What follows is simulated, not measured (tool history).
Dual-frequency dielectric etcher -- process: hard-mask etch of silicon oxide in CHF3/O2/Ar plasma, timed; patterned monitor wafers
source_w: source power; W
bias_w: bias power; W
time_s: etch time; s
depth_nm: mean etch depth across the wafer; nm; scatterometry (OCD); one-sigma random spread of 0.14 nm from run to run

run,hour,source_w,bias_w,time_s,depth_nm
1,0.0,570,220,13.5,25.401
2,3.8,550,218,13.5,25.528
3,5.1,530,213,13.5,24.967
4,6.1,600,213,13.5,25.516
5,9.6,580,208,13.5,25.245
6,14.0,580,229,13.5,26.182

Forecast run 7:
7,17.5,550,224,13.5,?

{"run 7": {"depth_nm": 25.729}}
